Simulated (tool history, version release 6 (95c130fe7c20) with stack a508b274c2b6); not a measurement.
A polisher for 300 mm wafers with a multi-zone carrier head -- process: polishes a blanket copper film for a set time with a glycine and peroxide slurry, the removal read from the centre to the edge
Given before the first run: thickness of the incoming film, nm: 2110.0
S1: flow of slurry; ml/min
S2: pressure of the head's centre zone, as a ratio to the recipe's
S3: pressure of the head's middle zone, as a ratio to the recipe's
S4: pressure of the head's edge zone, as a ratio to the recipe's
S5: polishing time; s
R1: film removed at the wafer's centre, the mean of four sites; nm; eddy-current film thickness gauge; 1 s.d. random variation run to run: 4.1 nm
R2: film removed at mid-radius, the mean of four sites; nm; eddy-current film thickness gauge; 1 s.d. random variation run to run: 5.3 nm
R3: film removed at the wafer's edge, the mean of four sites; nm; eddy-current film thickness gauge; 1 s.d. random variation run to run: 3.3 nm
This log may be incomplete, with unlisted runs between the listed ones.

| run | hour | S1 | S2 | S3 | S4 | S5 | R1 | R2 | R3 |
|---|---|---|---|---|---|---|---|---|---|
| 1 | 0 | 265 | 1 | 1 | 1 | 90 | 543.13 | 539.11 | 557.07 |
| 2 | 8.2 | 265 | 1 | 1 | 1 | 71 | 422.78 | 435.26 | 440.29 |
| 3 | 9.2 | 265 | 0.92 | 1 | 1 | 71 | 389.33 | 431.62 | 439.67 |
| 4 | 17.7 | 265 | 0.88 | 1 | 1 | 71 | 367.54 | 434.23 | 434.89 |
| 5 | 22.5 | 330 | 0.88 | 1 | 1 | 71 | 380.29 | 438.15 | 445.77 |
| 6 | 29.4 | 340 | 0.93 | 0.99 | 1.05 | 73 | 419.33 | 448.92 | 462.84 |
| 7 | 36.3 | 335 | 0.95 | 0.95 | 1.07 | 76 | 440.95 | 458.5 | 490.26 |

What does the tool deliver on the next run?
| 8 | 44.9 | 375 | 1.05 | 0.85 | 1.14 | 77 | ? | ? | ? |

Logged for run 8: R1 507.16 nm, R2 424.22 nm, R3 506.32 nm.
